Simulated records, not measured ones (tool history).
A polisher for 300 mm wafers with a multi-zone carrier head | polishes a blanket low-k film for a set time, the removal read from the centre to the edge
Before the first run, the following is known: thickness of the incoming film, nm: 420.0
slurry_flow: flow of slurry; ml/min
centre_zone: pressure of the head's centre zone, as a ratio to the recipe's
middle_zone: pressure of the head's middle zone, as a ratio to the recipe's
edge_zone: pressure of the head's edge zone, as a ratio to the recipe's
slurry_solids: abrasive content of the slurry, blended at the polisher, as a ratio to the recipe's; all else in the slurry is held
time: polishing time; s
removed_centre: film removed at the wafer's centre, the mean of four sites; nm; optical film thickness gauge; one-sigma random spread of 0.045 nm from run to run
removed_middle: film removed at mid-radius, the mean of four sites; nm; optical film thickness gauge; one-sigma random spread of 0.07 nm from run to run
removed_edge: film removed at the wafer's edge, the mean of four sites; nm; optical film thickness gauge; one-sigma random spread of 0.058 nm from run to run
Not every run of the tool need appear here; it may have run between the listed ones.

Run 1, hour 0: slurry_flow 180 ml/min, centre_zone 1, middle_zone 1, edge_zone 1, slurry_solids 1, time 37 s. Result: removed_centre 11.352 nm, removed_middle 11.161 nm, removed_edge 11.034 nm.
Run 2, hour 7.2: slurry_flow 180 ml/min, centre_zone 1, middle_zone 1.07, edge_zone 1, slurry_solids 1, time 37 s. Result: removed_centre 11.345 nm, removed_middle 12.188 nm, removed_edge 11.284 nm.
Run 3, hour 13.7: slurry_flow 170 ml/min, centre_zone 0.96, middle_zone 1.05, edge_zone 0.96, slurry_solids 0.85, time 33 s. Result: removed_centre 8.9787 nm, removed_middle 9.6963 nm, removed_edge 8.986 nm.
Run 4, hour 16.6: slurry_flow 170 ml/min, centre_zone 0.91, middle_zone 1.05, edge_zone 0.96, slurry_solids 0.85, time 33 s. Result: removed_centre 8.5933 nm, removed_middle 9.444 nm, removed_edge 8.9597 nm.
Run 5, hour 17.8: slurry_flow 210 ml/min, centre_zone 0.91, middle_zone 1.05, edge_zone 0.96, slurry_solids 0.85, time 33 s. Result: removed_centre 8.8201 nm, removed_middle 9.914 nm, removed_edge 9.3592 nm.
Run 6, hour 26: slurry_flow 200 ml/min, centre_zone 0.89, middle_zone 1.04, edge_zone 0.94, slurry_solids 0.75, time 30 s. Result: removed_centre 7.4386 nm, removed_middle 8.4873 nm, removed_edge 7.8474 nm.
Run 7, hour 33.2: slurry_flow 190 ml/min, centre_zone 0.87, middle_zone 1.02, edge_zone 0.93, slurry_solids 0.7, time 29 s. Result: removed_centre 6.7632 nm, removed_middle 7.8068 nm, removed_edge 7.2699 nm.
Run 8, hour 35.5: slurry_flow 180 ml/min, centre_zone 0.86, middle_zone 0.99, edge_zone 0.91, slurry_solids 0.65, time 28 s. Result: removed_centre 6.1689 nm, removed_middle 7.0433 nm, removed_edge 6.7734 nm.
Run 9, hour 38.9: slurry_flow 175 ml/min, centre_zone 0.86, middle_zone 0.98, edge_zone 0.89, slurry_solids 0.6, time 27 s. Result: removed_centre 5.705 nm, removed_middle 6.7069 nm, removed_edge 6.1698 nm.
Run 10, hour 40.9: slurry_flow 165 ml/min, centre_zone 0.86, middle_zone 0.95, edge_zone 0.87, slurry_solids 0.6, time 27 s. Result: removed_centre 5.6622 nm, removed_middle 6.3296 nm, removed_edge 6.0275 nm.

Run 11, settings as shown, results not yet in. Your forecast:
Run 11, hour 47.4: slurry_flow 155 ml/min, centre_zone 0.85, middle_zone 0.94, edge_zone 0.85, slurry_solids 0.6, time 27 s. Result: removed_centre ?, removed_middle ?, removed_edge ?.

Run 11 produced removed_centre 5.4412 nm, removed_middle 6.3546 nm, removed_edge 5.9355 nm.
